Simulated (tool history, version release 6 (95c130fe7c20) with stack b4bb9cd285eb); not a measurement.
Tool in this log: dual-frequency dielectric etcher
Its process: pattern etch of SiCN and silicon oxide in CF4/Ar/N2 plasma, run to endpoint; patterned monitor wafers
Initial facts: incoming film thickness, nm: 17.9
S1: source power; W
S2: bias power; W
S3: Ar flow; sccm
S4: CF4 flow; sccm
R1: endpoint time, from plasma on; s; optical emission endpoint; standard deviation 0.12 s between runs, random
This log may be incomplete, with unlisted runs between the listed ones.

run	hour	S1	S2	S3	S4	R1
1	0	560	80	94	66	17.97
2	0.7	560	80	106	66	18.192
3	4.9	560	80	106	74	18.052
4	13.7	560	91	106	74	17.16
5	21.5	580	91	106	74	16.683
6	28.4	590	91	106	74	16.294
7	34.9	600	91	106	74	16.224

Forecast run 8:
# hour 43.9: source power generator calibrated
8	43.9	650	92	106	74	?

{"run 8": {"R1": 14.251}}
